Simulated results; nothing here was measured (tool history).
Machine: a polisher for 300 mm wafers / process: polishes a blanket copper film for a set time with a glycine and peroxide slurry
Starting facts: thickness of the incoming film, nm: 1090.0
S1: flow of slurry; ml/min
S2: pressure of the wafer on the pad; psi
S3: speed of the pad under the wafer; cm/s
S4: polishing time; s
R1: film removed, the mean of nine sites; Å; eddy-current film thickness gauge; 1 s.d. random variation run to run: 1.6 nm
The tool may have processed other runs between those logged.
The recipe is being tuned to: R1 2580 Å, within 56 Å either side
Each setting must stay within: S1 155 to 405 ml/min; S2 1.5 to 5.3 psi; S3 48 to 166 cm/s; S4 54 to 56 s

{"run": 1, "hour": 0.0, "S1": 260, "S2": 3.4, "S3": 106, "S4": 54, "R1": 3301.3}
{"run": 2, "hour": 1.4, "S1": 305, "S2": 3.4, "S3": 106, "S4": 54, "R1": 3372.1}
{"run": 3, "hour": 7.9, "S1": 365, "S2": 3.4, "S3": 106, "S4": 54, "R1": 3418.1}
{"run": 4, "hour": 15.3, "S1": 365, "S2": 3.2, "S3": 106, "S4": 54, "R1": 3194.6}
{"run": 5, "hour": 22.3, "S1": 395, "S2": 3.2, "S3": 106, "S4": 54, "R1": 3247.3}
{"hour": 26.5, "done": "head pressure recalibrated"}
{"run": 6, "hour": 26.5, "S1": 405, "S2": 3.2, "S3": 106, "S4": 54, "R1": 3493.1}
{"run": 7, "hour": 32.6, "S1": 335, "S2": 3.1, "S3": 106, "S4": 54, "R1": 3335.4}
{"run": 8, "hour": 39.3, "S1": 335, "S2": 2.9, "S3": 102, "S4": 54, "R1": 3095.6}

4 next moves are on the table. One of them brings every result within its allowed miss. Which?
{"run": "A", "hour": 46.0, "S1": 335, "S2": 3.4, "S3": 60, "S4": 54, "R1": "?"}
{"run": "B", "hour": 46.0, "S1": 360, "S2": 3.2, "S3": 128, "S4": 56, "R1": "?"}
{"run": "C", "hour": 46.0, "S1": 185, "S2": 3.9, "S3": 62, "S4": 54, "R1": "?"}
{"run": "D", "hour": 46.0, "S1": 385, "S2": 2.9, "S3": 82, "S4": 54, "R1": "?"}

move=A R1=2612.2
move=B R1=4050.3
move=C R1=2764.2
move=D R1=2741.7
A: meets every target
B: further off than the last run
C: closes in on the targets versus the last run, not all within tolerance yet
D: closes in on the targets versus the last run, not all within tolerance yet
Correct choice: A, which meets every target
